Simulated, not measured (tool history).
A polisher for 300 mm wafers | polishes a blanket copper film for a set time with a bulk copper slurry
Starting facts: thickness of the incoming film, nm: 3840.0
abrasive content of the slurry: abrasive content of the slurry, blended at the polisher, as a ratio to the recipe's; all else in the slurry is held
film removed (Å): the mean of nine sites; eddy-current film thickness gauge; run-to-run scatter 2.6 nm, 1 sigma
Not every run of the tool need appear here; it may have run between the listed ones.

run,hour,flow of slurry (ml/min),pressure of the wafer on the pad (psi),speed of the pad under the wafer (m/s),abrasive content of the slurry,polishing time (s),film removed (Å)
1,0,155,2.1,1.02,1,29,1532.3
2,2,160,2.3,1.02,1,29,1706.5
3,6.7,130,2.3,1.02,1,29,1564.6
4,15.2,145,2.3,1.02,1,29,1635.1
# hour 21.1: slurry nozzle cleaned
5,21.1,120,2.3,1.02,1,29,1763.4
6,21.7,115,2.5,1.02,1,29,1899.7
7,24.3,115,2.6,1.02,1,29,2007.1
8,27.8,115,2.7,1.02,1,29,2027.7

Predict the results of run 9:
9,36.8,115,2.8,1.02,1,29,?

{"run 9": {"film removed (Å)": 2087.2}}
